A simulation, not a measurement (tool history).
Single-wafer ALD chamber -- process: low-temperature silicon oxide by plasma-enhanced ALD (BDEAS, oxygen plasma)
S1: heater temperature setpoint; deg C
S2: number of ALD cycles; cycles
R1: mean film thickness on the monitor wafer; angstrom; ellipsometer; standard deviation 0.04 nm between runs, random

run 1 hour=0 | S1=115 S2=68 | R1=99.231
run 2 hour=0.9 | S1=113 S2=69 | R1=100.76
run 3 hour=3.3 | S1=113 S2=64 | R1=93.284
run 4 hour=8.2 | S1=112 S2=66 | R1=96.933
-- hour=17.1 thermocouple changed; heater temperature recalibrated
run 5 hour=17.1 | S1=112 S2=74 | R1=107.94
run 6 hour=20.8 | S1=119 S2=74 | R1=105.97
run 7 hour=25 | S1=116 S2=74 | R1=107.54
run 8 hour=30.9 | S1=114 S2=74 | R1=107.6
run 9 hour=39.4 | S1=112 S2=74 | R1=108.06
run 10 hour=43.6 | S1=110 S2=74 | R1=108.59
run 11 hour=46.5 | S1=109 S2=74 | R1=108.58

What does the tool deliver on the next run?
run 12 hour=52.6 | S1=108 S2=75 | R1=?

R1: 110.18 angstrom

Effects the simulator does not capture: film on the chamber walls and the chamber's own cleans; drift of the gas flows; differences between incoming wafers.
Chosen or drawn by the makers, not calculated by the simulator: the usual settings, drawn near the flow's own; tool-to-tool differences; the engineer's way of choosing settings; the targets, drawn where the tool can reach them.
